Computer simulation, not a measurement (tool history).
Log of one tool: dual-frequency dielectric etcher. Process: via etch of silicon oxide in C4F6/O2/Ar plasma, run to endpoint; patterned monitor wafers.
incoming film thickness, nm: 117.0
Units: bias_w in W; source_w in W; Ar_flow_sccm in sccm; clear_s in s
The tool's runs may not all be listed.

Run 1, day 0: bias_w 568 W, source_w 270 W, Ar_flow_sccm 313 sccm. Result: clear_s 29.383 s.
Run 2, day 0.154: bias_w 509 W, source_w 270 W, Ar_flow_sccm 313 sccm. Result: clear_s 31.206 s.
Run 3, day 0.296: bias_w 509 W, source_w 270 W, Ar_flow_sccm 356 sccm. Result: clear_s 31.714 s.
Run 4, day 0.496: bias_w 500 W, source_w 270 W, Ar_flow_sccm 356 sccm. Result: clear_s 32.101 s.
Run 5, day 0.833: bias_w 494 W, source_w 270 W, Ar_flow_sccm 356 sccm. Result: clear_s 31.954 s.
Run 6, day 1.004: bias_w 591 W, source_w 270 W, Ar_flow_sccm 356 sccm. Result: clear_s 29.388 s.
Run 7, day 1.283: bias_w 569 W, source_w 270 W, Ar_flow_sccm 356 sccm. Result: clear_s 29.535 s.

The next listed run, before its measurement:
Run 8, day 1.396: bias_w 551 W, source_w 270 W, Ar_flow_sccm 356 sccm. Result: clear_s ?.

Run 8 gave clear_s 30.287 s.
